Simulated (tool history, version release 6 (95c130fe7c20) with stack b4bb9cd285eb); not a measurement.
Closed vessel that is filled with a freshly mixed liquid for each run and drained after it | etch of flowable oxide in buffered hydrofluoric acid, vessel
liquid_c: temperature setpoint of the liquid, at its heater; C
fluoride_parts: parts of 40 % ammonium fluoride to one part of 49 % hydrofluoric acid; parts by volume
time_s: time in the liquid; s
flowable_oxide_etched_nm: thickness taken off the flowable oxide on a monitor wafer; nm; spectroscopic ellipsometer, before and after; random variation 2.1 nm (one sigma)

{"run": 1, "day": 0.0, "liquid_c": 24, "fluoride_parts": 9, "time_s": 95, "flowable_oxide_etched_nm": 338.43}
{"run": 2, "day": 0.188, "liquid_c": 24, "fluoride_parts": 10, "time_s": 95, "flowable_oxide_etched_nm": 314.11}
{"run": 3, "day": 0.567, "liquid_c": 22.5, "fluoride_parts": 10, "time_s": 95, "flowable_oxide_etched_nm": 287.65}
{"run": 4, "day": 0.679, "liquid_c": 21.5, "fluoride_parts": 10, "time_s": 95, "flowable_oxide_etched_nm": 273.14}
{"day": 0.929, "done": "hydrofluoric acid flow meter replaced"}
{"run": 5, "day": 0.929, "liquid_c": 21.5, "fluoride_parts": 10, "time_s": 95, "flowable_oxide_etched_nm": 263}
{"run": 6, "day": 1.029, "liquid_c": 21.5, "fluoride_parts": 10, "time_s": 100, "flowable_oxide_etched_nm": 277.57}
{"run": 7, "day": 1.417, "liquid_c": 21, "fluoride_parts": 10, "time_s": 100, "flowable_oxide_etched_nm": 267.1}

The next listed run, before its measurement:
{"run": 8, "day": 1.508, "liquid_c": 20.5, "fluoride_parts": 10, "time_s": 100, "flowable_oxide_etched_nm": "?"}

{"run 8": {"flowable_oxide_etched_nm": 264.03}}
